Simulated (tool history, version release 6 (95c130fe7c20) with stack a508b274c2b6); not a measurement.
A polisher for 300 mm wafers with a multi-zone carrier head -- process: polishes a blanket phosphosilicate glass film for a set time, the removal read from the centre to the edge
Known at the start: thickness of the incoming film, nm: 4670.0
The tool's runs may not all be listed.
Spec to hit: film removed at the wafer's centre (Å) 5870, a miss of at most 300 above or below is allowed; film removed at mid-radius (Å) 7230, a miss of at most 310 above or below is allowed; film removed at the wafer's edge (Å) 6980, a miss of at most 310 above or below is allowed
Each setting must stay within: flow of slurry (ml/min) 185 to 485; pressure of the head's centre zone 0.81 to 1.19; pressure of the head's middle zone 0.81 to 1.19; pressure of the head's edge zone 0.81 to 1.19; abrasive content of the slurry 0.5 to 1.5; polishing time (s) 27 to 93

| run | hour | flow of slurry (ml/min) | pressure of the head's centre zone | pressure of the head's middle zone | pressure of the head's edge zone | abrasive content of the slurry | polishing time (s) | film removed at the wafer's centre (Å) | film removed at mid-radius (Å) | film removed at the wafer's edge (Å) |
|---|---|---|---|---|---|---|---|---|---|---|
| 1 | 0 | 310 | 1 | 1 | 1 | 1 | 59 | 5647 | 5490.3 | 5563.9 |
| 2 | 8 | 310 | 1 | 1 | 1 | 0.9 | 59 | 5286.6 | 5045.3 | 5166 |
| 3 | 11.8 | 310 | 0.98 | 1.02 | 1.02 | 0.95 | 59 | 5245.6 | 5438.7 | 5384.8 |
| 4 | 19.5 | 310 | 0.9 | 1.02 | 1.02 | 0.95 | 59 | 4917.5 | 5434.8 | 5439.8 |
| 5 | 21.4 | 310 | 0.9 | 1.08 | 1.02 | 0.95 | 59 | 4887.3 | 5776.8 | 5414.7 |
| 6 | 29.6 | 310 | 0.97 | 1.08 | 1.02 | 0.95 | 59 | 5232.4 | 5688.5 | 5447.1 |
| 7 | 30.8 | 310 | 0.96 | 1.09 | 1.04 | 1 | 59 | 5235.8 | 5895.4 | 5544.8 |
| 8 | 37.6 | 310 | 0.95 | 1.09 | 1.05 | 1.05 | 59 | 5484.9 | 6127.4 | 5742 |
| 9 | 43.8 | 310 | 0.93 | 1.08 | 1.06 | 1.1 | 59 | 5390.9 | 6219.3 | 5980.1 |
| 10 | 50 | 310 | 0.93 | 1.08 | 1.07 | 1.15 | 59 | 5669.9 | 6366.9 | 6095.8 |
| 11 | 51.9 | 310 | 0.92 | 1.08 | 1.08 | 1.2 | 59 | 5670.4 | 6608.4 | 6234.1 |
| 12 | 58.5 | 310 | 0.91 | 1.08 | 1.09 | 1.2 | 59 | 5573.5 | 6508.1 | 6245.5 |
| 13 | 63.5 | 310 | 0.9 | 1.08 | 1.1 | 1.25 | 59 | 5583.7 | 6361.6 | 6536.5 |
| 14 | 66 | 310 | 0.9 | 1.09 | 1.11 | 1.25 | 59 | 5549.2 | 6588.9 | 6472.3 |
| 15 | 71.5 | 310 | 0.9 | 1.1 | 1.12 | 1.25 | 59 | 5449.5 | 6567.6 | 6503.3 |
| 16 | 73.1 | 315 | 0.9 | 1.12 | 1.13 | 1.3 | 59 | 5612.4 | 6892.4 | 6735.5 |

Exactly one of the 5 candidate moves below puts every result within its allowed miss. Which one?
| A | 74.7 | 290 | 0.91 | 1.1 | 1.19 | 1.3 | 58 | ? | ? | ? |
| B | 74.7 | 300 | 0.86 | 1.12 | 1.15 | 1.25 | 59 | ? | ? | ? |
| C | 74.7 | 320 | 0.92 | 1.04 | 1.13 | 1.45 | 57 | ? | ? | ? |
| D | 74.7 | 305 | 0.83 | 1.11 | 1.19 | 1.45 | 54 | ? | ? | ? |
| E | 74.7 | 315 | 0.91 | 1.15 | 1.18 | 1.25 | 61 | ? | ? | ? |

| move | film removed at the wafer's centre (Å) | film removed at mid-radius (Å) | film removed at the wafer's edge (Å) |
|---|---|---|---|
| A | 5544.1 | 6551 | 6634.7 |
| B | 5263.1 | 6674.5 | 6530.8 |
| C | 5798.8 | 6460.5 | 6675.4 |
| D | 4950.4 | 6450.2 | 6472.8 |
| E | 5775 | 7082.6 | 6859.1 |
A: misses by more than the last run did
B: misses by more than the last run did
C: misses by more than the last run did
D: misses by more than the last run did
E: hits every target within its allowed miss
E meets every target.

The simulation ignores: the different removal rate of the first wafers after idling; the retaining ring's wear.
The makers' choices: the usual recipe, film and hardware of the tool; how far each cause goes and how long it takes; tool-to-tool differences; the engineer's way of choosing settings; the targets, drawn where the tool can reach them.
